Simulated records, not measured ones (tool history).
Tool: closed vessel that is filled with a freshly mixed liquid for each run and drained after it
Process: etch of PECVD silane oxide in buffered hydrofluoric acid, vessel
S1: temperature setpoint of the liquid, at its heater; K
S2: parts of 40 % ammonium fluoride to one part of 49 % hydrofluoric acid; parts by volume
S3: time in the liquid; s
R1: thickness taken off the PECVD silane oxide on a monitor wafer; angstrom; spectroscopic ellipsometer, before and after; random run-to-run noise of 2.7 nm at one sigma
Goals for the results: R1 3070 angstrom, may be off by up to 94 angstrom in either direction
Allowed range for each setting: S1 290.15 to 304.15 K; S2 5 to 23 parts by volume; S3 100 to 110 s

Run 1, hour 0: S1 296.15 K, S2 14 parts by volume, S3 100 s. Result: R1 2060.9 angstrom.
Run 2, hour 4.3: S1 297.65 K, S2 14 parts by volume, S3 100 s. Result: R1 2238.6 angstrom.
Run 3, hour 5.9: S1 297.65 K, S2 14 parts by volume, S3 100 s. Result: R1 2231.8 angstrom.
Run 4, hour 7.2: S1 297.65 K, S2 14 parts by volume, S3 100 s. Result: R1 2239.6 angstrom.
Run 5, hour 9: S1 297.65 K, S2 14 parts by volume, S3 100 s. Result: R1 2259.9 angstrom.
Run 6, hour 17.8: S1 298.65 K, S2 14 parts by volume, S3 100 s. Result: R1 2336.9 angstrom.
Run 7, hour 26: S1 299.65 K, S2 14 parts by volume, S3 100 s. Result: R1 2471.2 angstrom.
Run 8, hour 27.1: S1 300.15 K, S2 14 parts by volume, S3 100 s. Result: R1 2562.4 angstrom.
Run 9, hour 29: S1 300.65 K, S2 14 parts by volume, S3 100 s. Result: R1 2645.7 angstrom.
Run 10, hour 33.8: S1 301.15 K, S2 14 parts by volume, S3 100 s. Result: R1 2715.9 angstrom.
Run 11, hour 38: S1 301.65 K, S2 14 parts by volume, S3 100 s. Result: R1 2808.6 angstrom.
Run 12, hour 42.3: S1 302.15 K, S2 14 parts by volume, S3 100 s. Result: R1 2826 angstrom.

5 next moves are on the table. One of them brings every result within its allowed miss. Which?
Run A, hour 46.6: S1 303.65 K, S2 18 parts by volume, S3 100 s. Result: R1 ?.
Run B, hour 46.6: S1 300.65 K, S2 15 parts by volume, S3 100 s. Result: R1 ?.
Run C, hour 46.6: S1 299.65 K, S2 12.5 parts by volume, S3 110 s. Result: R1 ?.
Run D, hour 46.6: S1 303.65 K, S2 14.5 parts by volume, S3 110 s. Result: R1 ?.
Run E, hour 46.6: S1 301.15 K, S2 15.5 parts by volume, S3 105 s. Result: R1 ?.

move      R1
   A  2425.5
   B  2474.8
   C  3084.9
   D  3298.3
   E  2584.2
A: further off than the last run
B: further off than the last run
C: every result lands within tolerance
D: the result that was furthest off in the last run now lies on the other side of its target
E: further off than the last run
Go with C: it meets all targets.

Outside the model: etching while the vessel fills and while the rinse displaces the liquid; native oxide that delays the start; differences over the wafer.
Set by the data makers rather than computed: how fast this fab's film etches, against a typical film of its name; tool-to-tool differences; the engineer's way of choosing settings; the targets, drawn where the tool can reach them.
